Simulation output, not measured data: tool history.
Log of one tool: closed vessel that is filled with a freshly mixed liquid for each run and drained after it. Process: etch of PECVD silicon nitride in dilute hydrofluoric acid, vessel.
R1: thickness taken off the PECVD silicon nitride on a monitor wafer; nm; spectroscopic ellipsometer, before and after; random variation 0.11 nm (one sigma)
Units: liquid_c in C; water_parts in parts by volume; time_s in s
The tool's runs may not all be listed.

{"run": 1, "hour": 0.0, "liquid_c": 23.0, "water_parts": 235, "time_s": 590, "R1": 12.975}
{"run": 2, "hour": 3.2, "liquid_c": 24.0, "water_parts": 235, "time_s": 590, "R1": 13.995}
{"run": 3, "hour": 8.8, "liquid_c": 22.0, "water_parts": 235, "time_s": 590, "R1": 12.251}
{"run": 4, "hour": 9.6, "liquid_c": 20.0, "water_parts": 235, "time_s": 590, "R1": 10.717}
{"run": 5, "hour": 11.0, "liquid_c": 21.5, "water_parts": 235, "time_s": 590, "R1": 11.836}
{"run": 6, "hour": 18.5, "liquid_c": 22.5, "water_parts": 235, "time_s": 590, "R1": 12.567}
{"run": 7, "hour": 23.7, "liquid_c": 23.5, "water_parts": 235, "time_s": 590, "R1": 13.412}
{"run": 8, "hour": 29.7, "liquid_c": 24.0, "water_parts": 235, "time_s": 590, "R1": 13.883}

Run 9 comes next. What will it give?
{"run": 9, "hour": 32.7, "liquid_c": 24.5, "water_parts": 235, "time_s": 590, "R1": "?"}

Run 9 gave R1 14.298 nm.
